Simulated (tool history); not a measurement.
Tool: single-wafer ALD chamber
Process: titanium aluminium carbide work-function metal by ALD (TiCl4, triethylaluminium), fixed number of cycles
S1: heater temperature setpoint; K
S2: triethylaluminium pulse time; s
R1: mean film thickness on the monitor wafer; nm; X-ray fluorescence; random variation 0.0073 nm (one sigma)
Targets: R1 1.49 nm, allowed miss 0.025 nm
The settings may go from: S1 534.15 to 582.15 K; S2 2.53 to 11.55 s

{"run": 1, "hour": 0.0, "S1": 558.15, "S2": 7.04, "R1": 1.658}
{"run": 2, "hour": 8.6, "S1": 558.15, "S2": 6.01, "R1": 1.6118}
{"run": 3, "hour": 9.3, "S1": 567.15, "S2": 6.01, "R1": 1.6706}
{"run": 4, "hour": 15.7, "S1": 562.15, "S2": 5.78, "R1": 1.6193}
{"run": 5, "hour": 17.5, "S1": 559.15, "S2": 5.63, "R1": 1.5792}
{"run": 6, "hour": 23.3, "S1": 564.15, "S2": 5.63, "R1": 1.6186}
{"run": 7, "hour": 26.9, "S1": 561.15, "S2": 5.49, "R1": 1.5759}
{"run": 8, "hour": 27.9, "S1": 559.15, "S2": 5.43, "R1": 1.5642}
{"run": 9, "hour": 35.1, "S1": 557.15, "S2": 5.38, "R1": 1.5438}
{"run": 10, "hour": 37.6, "S1": 550.15, "S2": 5.13, "R1": 1.4518}

Which of these 4 next moves meets every target?
{"run": "A", "hour": 40.1, "S1": 551.15, "S2": 5, "R1": "?"}
{"run": "B", "hour": 40.1, "S1": 553.15, "S2": 5.15, "R1": "?"}
{"run": "C", "hour": 40.1, "S1": 549.15, "S2": 5, "R1": "?"}
{"run": "D", "hour": 40.1, "S1": 543.15, "S2": 5.56, "R1": "?"}

move=A R1=1.4474
move=B R1=1.48
move=C R1=1.4316
move=D R1=1.44
A: further off than the last run
B: meets every target
C: further off than the last run
D: further off than the last run
Move B is the one to make.

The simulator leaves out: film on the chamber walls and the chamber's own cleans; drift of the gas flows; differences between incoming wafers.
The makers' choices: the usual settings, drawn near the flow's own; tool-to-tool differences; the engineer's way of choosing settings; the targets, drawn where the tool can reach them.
